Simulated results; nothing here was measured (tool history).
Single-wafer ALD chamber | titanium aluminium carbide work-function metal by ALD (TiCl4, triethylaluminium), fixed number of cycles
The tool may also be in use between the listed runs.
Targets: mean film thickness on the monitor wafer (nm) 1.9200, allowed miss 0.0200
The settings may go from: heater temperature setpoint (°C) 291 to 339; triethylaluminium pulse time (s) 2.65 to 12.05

run  hour  heater temperature setpoint (°C)  triethylaluminium pulse time (s)  mean film thickness on the monitor wafer (nm)
  1   0.0                               315                              7.35                                         1.9822
  2   4.2                               315                              5.43                                         1.8881
  3  11.0                               309                              5.43                                         1.8490
  4  14.2                               310                              5.46                                         1.8549
  5  17.3                               311                              5.48                                         1.8636
  6  21.8                               312                              5.50                                         1.8764
  7  26.6                               313                              5.51                                         1.8801
  8  29.1                               314                              5.52                                         1.8918
  9  38.1                               314                              5.53                                         1.8823
 10  47.1                               315                              5.55                                         1.8978
 11  51.0                               315                              5.56                                         1.8922

Which of these 5 next moves meets every target?
  A  54.9                               329                              4.55                                              ?
  B  54.9                               310                              7.70                                              ?
  C  54.9                               321                              6.27                                              ?
  D  54.9                               314                              5.16                                              ?
  E  54.9                               309                              8.20                                              ?

move  mean film thickness on the monitor wafer (nm)
   A                                         1.9100
   B                                         1.9518
   C                                         1.9682
   D                                         1.8532
   E                                         1.9615
A: meets every target
B: takes the result that was furthest off past its target
C: takes the result that was furthest off past its target
D: further off than the last run
E: takes the result that was furthest off past its target
The right move is A.

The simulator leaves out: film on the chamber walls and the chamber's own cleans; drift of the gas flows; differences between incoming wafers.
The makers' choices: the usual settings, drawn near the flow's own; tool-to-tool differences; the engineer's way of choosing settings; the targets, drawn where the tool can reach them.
